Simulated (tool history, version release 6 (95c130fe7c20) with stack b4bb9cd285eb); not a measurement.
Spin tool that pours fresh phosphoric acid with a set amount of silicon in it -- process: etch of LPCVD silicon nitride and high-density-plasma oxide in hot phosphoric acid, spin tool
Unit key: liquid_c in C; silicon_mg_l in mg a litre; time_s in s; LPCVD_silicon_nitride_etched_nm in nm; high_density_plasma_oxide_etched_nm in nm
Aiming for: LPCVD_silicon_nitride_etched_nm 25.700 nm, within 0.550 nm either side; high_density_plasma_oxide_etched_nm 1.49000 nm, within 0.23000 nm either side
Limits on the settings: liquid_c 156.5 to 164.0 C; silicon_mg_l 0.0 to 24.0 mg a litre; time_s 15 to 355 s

run,hour,liquid_c,silicon_mg_l,time_s,LPCVD_silicon_nitride_etched_nm,high_density_plasma_oxide_etched_nm
1,0.0,159.0,10.5,180,15.254,0.75010
2,2.6,159.5,10.5,190,16.315,0.78076
3,10.3,160.0,9.5,195,17.102,0.82513
4,18.0,160.0,5.0,195,17.038,1.05040
5,25.9,161.5,5.0,195,18.012,1.13230
6,28.3,162.5,5.0,195,18.484,1.14600
7,29.2,162.5,5.0,200,18.993,1.15390
8,32.7,163.5,9.0,255,25.195,1.49830
9,39.1,163.5,9.5,255,25.035,1.41670
10,45.7,163.5,9.0,255,25.134,1.54300
11,52.2,163.5,9.5,255,25.076,1.48530

4 next moves are on the table. One of them brings every result within its allowed miss. Which?
A,58.7,164.0,5.0,245,?,?
B,58.7,163.5,10.5,260,?,?
C,58.7,163.0,11.5,250,?,?
D,58.7,163.5,3.5,250,?,?

move,LPCVD_silicon_nitride_etched_nm,high_density_plasma_oxide_etched_nm
A,24.515,1.62160
B,25.590,1.47680
C,24.202,1.33830
D,24.606,1.64340
A: misses by more than the last run did
B: all results land within tolerance of their targets
C: misses by more than the last run did
D: misses by more than the last run did
Go with B: it meets all targets.
